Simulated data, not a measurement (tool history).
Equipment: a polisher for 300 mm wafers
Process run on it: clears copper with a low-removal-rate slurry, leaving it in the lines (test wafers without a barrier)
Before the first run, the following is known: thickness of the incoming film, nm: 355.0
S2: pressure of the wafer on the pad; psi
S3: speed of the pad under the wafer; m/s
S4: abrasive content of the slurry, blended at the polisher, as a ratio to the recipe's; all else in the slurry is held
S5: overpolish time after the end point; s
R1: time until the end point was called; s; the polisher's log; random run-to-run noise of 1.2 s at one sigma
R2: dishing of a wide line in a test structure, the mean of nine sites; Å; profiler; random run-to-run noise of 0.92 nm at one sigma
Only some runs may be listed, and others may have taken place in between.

Run 1, hour 0: flow of slurry (ml/min) 230, S2 2.8 psi, S3 1.32 m/s, S4 1, S5 26 s. Result: R1 119.49 s, R2 531.58 Å.
Run 2, hour 4.7: flow of slurry (ml/min) 230, S2 3.3 psi, S3 1.34 m/s, S4 1, S5 26 s. Result: R1 100.28 s, R2 612.1 Å.
Run 3, hour 6.3: flow of slurry (ml/min) 230, S2 3.3 psi, S3 1.46 m/s, S4 1, S5 26 s. Result: R1 91.928 s, R2 641.01 Å.
Run 4, hour 9.8: flow of slurry (ml/min) 230, S2 3.5 psi, S3 1.46 m/s, S4 1, S5 26 s. Result: R1 86.581 s, R2 682.39 Å.
Run 5, hour 13.6: flow of slurry (ml/min) 230, S2 4 psi, S3 1.46 m/s, S4 1, S5 26 s. Result: R1 78.938 s, R2 754.22 Å.
Run 6, hour 20.9: flow of slurry (ml/min) 230, S2 4 psi, S3 1.46 m/s, S4 1, S5 36 s. Result: R1 79.506 s, R2 915.07 Å.
Run 7, hour 25.4: flow of slurry (ml/min) 230, S2 4.1 psi, S3 1.48 m/s, S4 1, S5 33 s. Result: R1 75.562 s, R2 897.52 Å.

What does the tool deliver on the next run?
Run 8, hour 33.3: flow of slurry (ml/min) 230, S2 4.1 psi, S3 1.5 m/s, S4 1, S5 31 s. Result: R1 ?, R2 ?.

R1: 74.938 s
R2: 858.13 Å

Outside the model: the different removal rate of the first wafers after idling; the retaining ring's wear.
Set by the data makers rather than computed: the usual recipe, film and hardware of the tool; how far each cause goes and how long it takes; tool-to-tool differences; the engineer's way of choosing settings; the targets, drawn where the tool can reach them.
